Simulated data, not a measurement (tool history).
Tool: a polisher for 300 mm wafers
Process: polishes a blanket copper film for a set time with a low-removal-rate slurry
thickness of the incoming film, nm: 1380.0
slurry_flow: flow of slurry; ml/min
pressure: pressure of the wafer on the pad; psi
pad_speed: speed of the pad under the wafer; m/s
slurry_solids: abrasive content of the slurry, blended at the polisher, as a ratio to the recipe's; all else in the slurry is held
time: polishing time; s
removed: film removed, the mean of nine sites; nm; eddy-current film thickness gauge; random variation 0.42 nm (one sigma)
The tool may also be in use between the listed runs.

| run | day | slurry_flow | pressure | pad_speed | slurry_solids | time | removed |
|---|---|---|---|---|---|---|---|
| 1 | 0 | 250 | 2.2 | 0.88 | 1 | 34 | 72.733 |
| 2 | 0.254 | 250 | 2 | 0.86 | 1 | 34 | 62.104 |
| 3 | 0.521 | 250 | 2 | 0.86 | 1 | 34 | 64.107 |
| 4 | 0.575 | 250 | 2 | 0.86 | 0.85 | 34 | 62.062 |
| 5 | 0.842 | 250 | 1.8 | 0.86 | 0.85 | 34 | 55.248 |
| 6 | 1.021 | 250 | 1.7 | 0.86 | 0.85 | 34 | 51.913 |
| 7 | 1.2 | 250 | 1.6 | 0.86 | 0.85 | 34 | 49.921 |
| 8 | 1.346 | 250 | 1.5 | 0.86 | 0.85 | 34 | 46.533 |
| 9 | 1.654 | 250 | 1.4 | 0.86 | 0.85 | 34 | 43.545 |

The next listed run, before its measurement:
| 10 | 2.008 | 250 | 1.3 | 0.86 | 0.85 | 34 | ? |

Run 10 gave removed 40.063 nm.

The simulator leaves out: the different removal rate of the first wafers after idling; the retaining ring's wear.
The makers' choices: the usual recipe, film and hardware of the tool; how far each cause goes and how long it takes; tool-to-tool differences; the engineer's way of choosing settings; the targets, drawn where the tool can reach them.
